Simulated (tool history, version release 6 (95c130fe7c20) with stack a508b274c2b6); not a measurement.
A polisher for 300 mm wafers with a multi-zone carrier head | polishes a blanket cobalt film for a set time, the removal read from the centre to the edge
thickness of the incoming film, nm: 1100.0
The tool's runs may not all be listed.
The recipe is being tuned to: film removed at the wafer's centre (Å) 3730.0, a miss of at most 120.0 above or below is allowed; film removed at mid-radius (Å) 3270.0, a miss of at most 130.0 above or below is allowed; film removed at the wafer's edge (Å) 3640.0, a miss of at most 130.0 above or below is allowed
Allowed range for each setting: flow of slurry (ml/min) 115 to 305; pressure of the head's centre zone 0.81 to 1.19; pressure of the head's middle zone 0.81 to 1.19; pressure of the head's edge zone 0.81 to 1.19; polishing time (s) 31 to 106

run,hour,flow of slurry (ml/min),pressure of the head's centre zone,pressure of the head's middle zone,pressure of the head's edge zone,polishing time (s),film removed at the wafer's centre (Å),film removed at mid-radius (Å),film removed at the wafer's edge (Å)
1,0.0,195,1.00,1.00,1.00,68,2532.5,2513.5,2521.0
2,5.3,195,1.00,1.00,1.03,68,2496.3,2503.4,2552.7
3,8.5,195,1.00,1.00,1.03,58,2109.4,2138.3,2169.5
4,10.6,195,1.00,1.04,1.03,58,2120.1,2187.0,2210.8
5,18.7,195,0.97,1.04,1.03,58,2085.3,2245.0,2185.4
6,21.2,195,0.97,0.96,1.03,58,2115.1,2094.3,2210.6
7,25.3,210,1.00,0.96,1.05,66,2472.1,2374.2,2560.0
8,30.0,210,1.00,0.96,1.05,66,2479.5,2402.4,2571.2
9,33.9,230,1.04,0.97,1.07,70,2745.1,2582.2,2697.2
10,41.9,230,1.05,0.96,1.09,75,2947.3,2808.0,2969.4
11,43.4,235,1.07,0.94,1.10,78,3141.2,2777.7,3125.8
12,50.7,245,1.08,0.94,1.11,80,3211.7,2920.6,3188.0

4 candidate next runs follow, results not yet known. Just one meets every target within its allowed miss. Identify it.
A,58.0,265,0.86,1.06,1.15,74,?,?,?
B,58.0,295,1.17,0.90,0.95,67,?,?,?
C,58.0,270,1.15,0.97,1.11,92,?,?,?
D,58.0,220,1.08,0.90,1.03,94,?,?,?

move,film removed at the wafer's centre (Å),film removed at mid-radius (Å),film removed at the wafer's edge (Å)
A,2620.0,2939.3,3052.4
B,3014.0,2343.8,2542.4
C,4043.8,3393.5,3737.1
D,3826.0,3175.7,3611.4
A: further off than the last run
B: further off than the last run
C: moves the result that the last run missed by most past its target, out the other side
D: meets every target
The right move is D.
